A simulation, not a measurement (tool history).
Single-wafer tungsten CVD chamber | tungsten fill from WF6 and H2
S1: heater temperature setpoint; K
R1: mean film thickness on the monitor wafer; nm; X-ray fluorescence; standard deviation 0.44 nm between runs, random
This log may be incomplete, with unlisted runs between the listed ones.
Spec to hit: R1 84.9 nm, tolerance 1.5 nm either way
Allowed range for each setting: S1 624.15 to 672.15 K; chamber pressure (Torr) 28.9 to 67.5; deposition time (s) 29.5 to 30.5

run 1 hour=0 | S1=648.15 chamber_pressure_(Torr)=48.2 deposition_time_(s)=29.5 | R1=66.15
run 2 hour=7.4 | S1=648.15 chamber_pressure_(Torr)=44.7 deposition_time_(s)=29.5 | R1=63.748
run 3 hour=12.8 | S1=648.15 chamber_pressure_(Torr)=38.6 deposition_time_(s)=29.5 | R1=59.943
run 4 hour=19.9 | S1=652.15 chamber_pressure_(Torr)=38.7 deposition_time_(s)=29.5 | R1=66.676
run 5 hour=21.1 | S1=652.15 chamber_pressure_(Torr)=38.7 deposition_time_(s)=30.5 | R1=68.022
run 6 hour=23.5 | S1=642.15 chamber_pressure_(Torr)=38.7 deposition_time_(s)=30.5 | R1=53.718
run 7 hour=32.5 | S1=646.15 chamber_pressure_(Torr)=38.8 deposition_time_(s)=30.5 | R1=59.965
run 8 hour=39.2 | S1=646.15 chamber_pressure_(Torr)=38.8 deposition_time_(s)=30.5 | R1=58.941
run 9 hour=42.9 | S1=649.15 chamber_pressure_(Torr)=38.9 deposition_time_(s)=30.5 | R1=63.432
run 10 hour=45.1 | S1=652.15 chamber_pressure_(Torr)=39 deposition_time_(s)=30.5 | R1=68.378
run 11 hour=51.6 | S1=654.15 chamber_pressure_(Torr)=39.1 deposition_time_(s)=30.5 | R1=71.229
run 12 hour=57.1 | S1=656.15 chamber_pressure_(Torr)=39.1 deposition_time_(s)=30.5 | R1=75.008
run 13 hour=61.6 | S1=657.15 chamber_pressure_(Torr)=39.1 deposition_time_(s)=30.5 | R1=76.615
run 14 hour=67.6 | S1=663.15 chamber_pressure_(Torr)=39.3 deposition_time_(s)=30.5 | R1=88.563
run 15 hour=76.5 | S1=663.15 chamber_pressure_(Torr)=39.3 deposition_time_(s)=30.5 | R1=87.165

Of the 4 settings listed for the next run, only one would bring every result within its allowed miss of target. Which one?
run A hour=85.4 | S1=658.15 chamber_pressure_(Torr)=47.8 deposition_time_(s)=30.5 | R1=?
run B hour=85.4 | S1=663.15 chamber_pressure_(Torr)=40.6 deposition_time_(s)=30.5 | R1=?
run C hour=85.4 | S1=663.15 chamber_pressure_(Torr)=41.5 deposition_time_(s)=30.5 | R1=?
run D hour=85.4 | S1=665.15 chamber_pressure_(Torr)=39.9 deposition_time_(s)=29.7 | R1=?

move=A R1=84.673
move=B R1=88.487
move=C R1=89.284
move=D R1=89.317
A: all results in spec
B: misses by more than the last run did
C: misses by more than the last run did
D: misses by more than the last run did
Go with A: it meets all targets.
